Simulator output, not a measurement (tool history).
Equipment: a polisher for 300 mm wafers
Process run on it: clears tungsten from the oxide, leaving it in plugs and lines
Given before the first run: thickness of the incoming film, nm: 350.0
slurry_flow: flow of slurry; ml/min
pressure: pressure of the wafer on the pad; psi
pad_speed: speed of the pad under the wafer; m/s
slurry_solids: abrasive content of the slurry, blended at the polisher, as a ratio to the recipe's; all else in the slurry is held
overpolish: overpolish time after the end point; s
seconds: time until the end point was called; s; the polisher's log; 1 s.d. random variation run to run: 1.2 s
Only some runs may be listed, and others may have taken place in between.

run	hour	slurry_flow	pressure	pad_speed	slurry_solids	overpolish	seconds
1	0.0	295	3.5	0.92	1.0	5	103.560
2	4.1	295	2.9	0.92	1.0	5	119.930
3	12.8	295	2.9	0.92	1.2	5	114.790
4	18.6	295	2.9	0.92	1.2	4	117.710
5	23.8	370	2.9	0.92	1.2	4	114.850
6	31.0	435	2.9	0.92	1.2	4	110.720
7	39.4	435	3.9	0.98	1.2	4	84.953
8	47.2	435	4.1	1.00	1.2	4	80.849
9	56.1	435	4.2	1.00	1.2	4	80.998

Run 10 has not been measured yet. What should we expect?
10	57.6	435	4.4	1.02	1.2	4	?

Run 10 measured seconds 76.691 s.

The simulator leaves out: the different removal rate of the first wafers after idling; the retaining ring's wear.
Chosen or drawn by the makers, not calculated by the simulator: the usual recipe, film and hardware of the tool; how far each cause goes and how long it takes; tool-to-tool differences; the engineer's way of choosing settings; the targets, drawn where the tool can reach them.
